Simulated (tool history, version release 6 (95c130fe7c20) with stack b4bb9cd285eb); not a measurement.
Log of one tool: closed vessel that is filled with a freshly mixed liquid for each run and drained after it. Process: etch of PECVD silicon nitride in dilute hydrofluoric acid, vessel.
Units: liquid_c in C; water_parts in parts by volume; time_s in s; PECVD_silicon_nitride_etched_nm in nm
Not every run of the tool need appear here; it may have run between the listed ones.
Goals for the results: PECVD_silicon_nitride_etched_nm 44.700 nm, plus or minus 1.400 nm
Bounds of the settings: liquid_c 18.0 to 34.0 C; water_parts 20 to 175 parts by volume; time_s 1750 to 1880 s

run,hour,liquid_c,water_parts,time_s,PECVD_silicon_nitride_etched_nm
1,0.0,26.0,95,1750,73.788
2,3.7,24.5,95,1750,65.913
3,5.3,24.5,95,1880,69.696
4,13.6,24.5,120,1880,56.626
5,14.3,24.5,120,1880,56.856
6,16.1,22.5,120,1880,48.607
7,20.8,22.0,120,1880,47.556
8,24.8,21.5,120,1880,47.019

4 candidate next runs follow, results not yet known. Just one meets every target within its allowed miss. Identify it.
A,28.8,26.0,140,1805,?
B,28.8,20.0,105,1770,?
C,28.8,21.0,120,1800,?
D,28.8,20.0,95,1835,?

move,PECVD_silicon_nitride_etched_nm
A,51.177
B,45.142
C,43.050
D,51.620
A: moves away from the targets compared with the last run
B: all results land within tolerance of their targets
C: carries the result that was furthest off beyond its target, to the other side
D: moves away from the targets compared with the last run
B meets every target.
